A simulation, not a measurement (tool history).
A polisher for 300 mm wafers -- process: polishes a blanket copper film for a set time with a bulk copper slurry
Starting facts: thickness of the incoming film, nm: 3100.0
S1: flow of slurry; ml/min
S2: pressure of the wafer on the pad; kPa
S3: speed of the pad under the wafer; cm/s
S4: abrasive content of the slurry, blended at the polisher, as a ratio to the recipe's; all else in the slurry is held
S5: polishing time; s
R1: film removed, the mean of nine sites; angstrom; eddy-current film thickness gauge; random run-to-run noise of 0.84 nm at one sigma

run	hour	S1	S2	S3	S4	S5	R1
1	0	250	15.2	90	1	26	1709.8
2	3.1	250	15.2	90	1.2	26	1764.2
3	8.7	250	12.4	88	1.2	26	1420.5
4	12.4	250	12.4	88	1.2	23	1234.2
5	14.6	250	11	88	1.2	23	1118
6	21.4	225	11	88	1.2	23	1110
7	22	220	10.3	88	1.2	23	1035.9

For run 8, what comes out?
8	28.7	200	9	88	1.2	23	?

R1: 893.87 angstrom
